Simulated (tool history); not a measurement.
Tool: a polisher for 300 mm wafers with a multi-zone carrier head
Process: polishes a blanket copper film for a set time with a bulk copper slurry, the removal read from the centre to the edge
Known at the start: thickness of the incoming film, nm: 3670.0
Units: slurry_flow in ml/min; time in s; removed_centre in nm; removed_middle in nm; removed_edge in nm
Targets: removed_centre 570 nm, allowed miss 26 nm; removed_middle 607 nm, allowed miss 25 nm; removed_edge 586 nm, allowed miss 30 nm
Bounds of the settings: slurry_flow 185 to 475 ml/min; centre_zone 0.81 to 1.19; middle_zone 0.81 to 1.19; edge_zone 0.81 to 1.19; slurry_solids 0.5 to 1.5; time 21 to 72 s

run 1 hour=0 | slurry_flow=305 centre_zone=1 middle_zone=1 edge_zone=1 slurry_solids=1 time=46 | removed_centre=425.74 removed_middle=418.26 removed_edge=440.45
run 2 hour=5.9 | slurry_flow=305 centre_zone=1.01 middle_zone=1.03 edge_zone=1.01 slurry_solids=1.1 time=47 | removed_centre=437.76 removed_middle=444.65 removed_edge=451.69
run 3 hour=13.8 | slurry_flow=305 centre_zone=1.02 middle_zone=1.04 edge_zone=1.02 slurry_solids=1.15 time=49 | removed_centre=477.44 removed_middle=466.49 removed_edge=466.5
run 4 hour=17.5 | slurry_flow=305 centre_zone=1 middle_zone=1.05 edge_zone=1.02 slurry_solids=1.2 time=51 | removed_centre=491.62 removed_middle=512.14 removed_edge=496.94
run 5 hour=18.4 | slurry_flow=305 centre_zone=1 middle_zone=1.05 edge_zone=1.02 slurry_solids=1.05 time=51 | removed_centre=460.95 removed_middle=482.81 removed_edge=484.98
run 6 hour=26.1 | slurry_flow=305 centre_zone=0.99 middle_zone=1.05 edge_zone=1.03 slurry_solids=1.1 time=52 | removed_centre=479.11 removed_middle=506.43 removed_edge=495.62
run 7 hour=28.9 | slurry_flow=305 centre_zone=0.98 middle_zone=1.04 edge_zone=1.03 slurry_solids=1.15 time=53 | removed_centre=490.95 removed_middle=508.26 removed_edge=533.81
run 8 hour=31.5 | slurry_flow=305 centre_zone=0.98 middle_zone=1.05 edge_zone=1.03 slurry_solids=1.2 time=54 | removed_centre=508.6 removed_middle=539.75 removed_edge=534.01
-- hour=38.6 edge zone pressure recalibrated
run 9 hour=38.6 | slurry_flow=305 centre_zone=0.98 middle_zone=1.05 edge_zone=1.03 slurry_solids=1.25 time=54 | removed_centre=518.31 removed_middle=542.42 removed_edge=530.25
run 10 hour=45.6 | slurry_flow=305 centre_zone=0.98 middle_zone=1.05 edge_zone=1.04 slurry_solids=1.3 time=55 | removed_centre=535.24 removed_middle=552.33 removed_edge=538.29
run 11 hour=50.2 | slurry_flow=305 centre_zone=0.98 middle_zone=1.05 edge_zone=1.04 slurry_solids=1.3 time=56 | removed_centre=540.48 removed_middle=565.56 removed_edge=555.65

Which of these 4 next moves meets every target?
run A hour=54.8 | slurry_flow=265 centre_zone=0.93 middle_zone=1.09 edge_zone=1.06 slurry_solids=1.35 time=59 | removed_centre=? removed_middle=? removed_edge=?
run B hour=54.8 | slurry_flow=365 centre_zone=0.96 middle_zone=1.04 edge_zone=1.01 slurry_solids=1.15 time=62 | removed_centre=? removed_middle=? removed_edge=?
run C hour=54.8 | slurry_flow=300 centre_zone=0.97 middle_zone=1.16 edge_zone=0.99 slurry_solids=1.25 time=55 | removed_centre=? removed_middle=? removed_edge=?
run D hour=54.8 | slurry_flow=290 centre_zone=0.99 middle_zone=0.98 edge_zone=1.07 slurry_solids=1.25 time=58 | removed_centre=? removed_middle=? removed_edge=?

move=A removed_centre=533.66 removed_middle=606.07 removed_edge=590.73
move=B removed_centre=577.73 removed_middle=608.49 removed_edge=598.67
move=C removed_centre=517.94 removed_middle=593.43 removed_edge=528.06
move=D removed_centre=554.55 removed_middle=539.88 removed_edge=578.21
A: brings the result that was furthest off to its target, and leaves another outside
B: meets every target
C: brings the result that was furthest off to its target, and leaves another outside
D: further off than the last run
Answer: B
